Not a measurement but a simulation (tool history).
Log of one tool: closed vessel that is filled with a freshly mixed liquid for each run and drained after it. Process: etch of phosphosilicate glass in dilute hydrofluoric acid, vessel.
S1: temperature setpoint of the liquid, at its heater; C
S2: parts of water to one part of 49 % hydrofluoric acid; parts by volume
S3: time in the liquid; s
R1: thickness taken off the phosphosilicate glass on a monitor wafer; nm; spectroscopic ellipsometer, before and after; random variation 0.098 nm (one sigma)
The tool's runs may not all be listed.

run,hour,S1,S2,S3,R1
1,0,24,145,30,18.84
2,7.1,24,145,30,18.968
3,8.9,26.5,145,30,20.84
4,10.8,26.5,145,30,20.719
5,15.8,28,145,30,21.961
6,19.1,29,145,30,22.541

Run 7 comes next. What will it give?
7,20.9,30,145,30,?

Run 7 gave R1 23.705 nm.
